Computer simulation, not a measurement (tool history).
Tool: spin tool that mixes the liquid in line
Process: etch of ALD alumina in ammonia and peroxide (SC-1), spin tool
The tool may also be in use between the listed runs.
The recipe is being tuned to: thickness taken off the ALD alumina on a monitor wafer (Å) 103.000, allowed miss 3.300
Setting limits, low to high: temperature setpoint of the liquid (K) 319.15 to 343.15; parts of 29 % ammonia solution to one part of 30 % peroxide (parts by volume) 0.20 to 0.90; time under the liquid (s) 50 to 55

| run | hour | temperature setpoint of the liquid (K) | parts of 29 % ammonia solution to one part of 30 % peroxide (parts by volume) | time under the liquid (s) | thickness taken off the ALD alumina on a monitor wafer (Å) |
|---|---|---|---|---|---|
| 1 | 0.0 | 335.15 | 0.50 | 50 | 73.932 |
| 2 | 3.0 | 330.65 | 0.50 | 50 | 57.248 |
| 3 | 5.8 | 330.65 | 0.50 | 55 | 62.791 |
| 4 | 14.6 | 331.65 | 0.50 | 55 | 66.662 |
| 5 | 15.5 | 331.65 | 0.50 | 55 | 65.728 |
| 6 | 20.7 | 331.65 | 0.50 | 50 | 60.574 |
| 7 | 29.0 | 332.65 | 0.50 | 50 | 62.803 |
|  | 34.7 | ammonia flow meter replaced |
| 8 | 34.7 | 332.65 | 0.50 | 50 | 64.904 |
| 9 | 35.7 | 333.65 | 0.50 | 50 | 66.975 |

Which single option among these 4 for the next run brings every result within its allowed miss of target? Just one does.
| A | 36.7 | 330.15 | 0.45 | 50 | ? |
| B | 36.7 | 341.65 | 0.55 | 55 | ? |
| C | 36.7 | 340.15 | 0.50 | 55 | ? |
| D | 36.7 | 322.65 | 0.45 | 50 | ? |

| move | thickness taken off the ALD alumina on a monitor wafer (Å) |
|---|---|
| A | 55.750 |
| B | 111.610 |
| C | 102.810 |
| D | 37.239 |
A: further off than the last run
B: takes the result that was furthest off past its target
C: every result within its allowed miss
D: further off than the last run
Correct choice: C, which meets every target
